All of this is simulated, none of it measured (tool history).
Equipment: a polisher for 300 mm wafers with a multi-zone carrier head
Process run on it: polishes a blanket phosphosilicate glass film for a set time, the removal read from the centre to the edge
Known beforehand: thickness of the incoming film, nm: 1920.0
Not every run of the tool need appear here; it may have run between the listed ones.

| run | hour | flow of slurry (ml/min) | pressure of the head's centre zone | pressure of the head's middle zone | pressure of the head's edge zone | abrasive content of the slurry | polishing time (s) | film removed at the wafer's centre (angstrom) | film removed at mid-radius (angstrom) | film removed at the wafer's edge (angstrom) |
|---|---|---|---|---|---|---|---|---|---|---|
| 1 | 0.0 | 145 | 1.00 | 1.00 | 1.00 | 1.00 | 61 | 3262.3 | 3294.2 | 3341.9 |
| 2 | 1.2 | 150 | 1.01 | 1.00 | 1.03 | 1.05 | 61 | 3405.3 | 3296.6 | 3454.9 |
| 3 | 3.0 | 150 | 1.01 | 1.00 | 1.03 | 0.95 | 61 | 3259.6 | 3242.3 | 3312.0 |
| 4 | 5.2 | 125 | 1.01 | 1.00 | 1.03 | 0.95 | 61 | 3104.9 | 3148.1 | 3258.9 |
| 5 | 13.4 | 125 | 1.01 | 1.00 | 1.03 | 0.95 | 53 | 2663.0 | 2692.1 | 2796.9 |
| 6 | 20.1 | 130 | 1.02 | 1.02 | 1.05 | 1.05 | 54 | 2915.1 | 2973.8 | 3022.4 |
| 7 | 26.8 | 135 | 1.03 | 1.02 | 1.07 | 1.15 | 55 | 3157.4 | 3141.1 | 3333.2 |
| 8 | 28.4 | 140 | 1.04 | 1.04 | 1.09 | 1.20 | 55 | 3298.8 | 3300.8 | 3361.5 |

Run 9 has not been measured yet. What should we expect?
| 9 | 32.2 | 145 | 1.04 | 1.04 | 1.10 | 1.25 | 56 | ? | ? | ? |

film removed at the wafer's centre (angstrom): 3410.4
film removed at mid-radius (angstrom): 3429.7
film removed at the wafer's edge (angstrom): 3530.3

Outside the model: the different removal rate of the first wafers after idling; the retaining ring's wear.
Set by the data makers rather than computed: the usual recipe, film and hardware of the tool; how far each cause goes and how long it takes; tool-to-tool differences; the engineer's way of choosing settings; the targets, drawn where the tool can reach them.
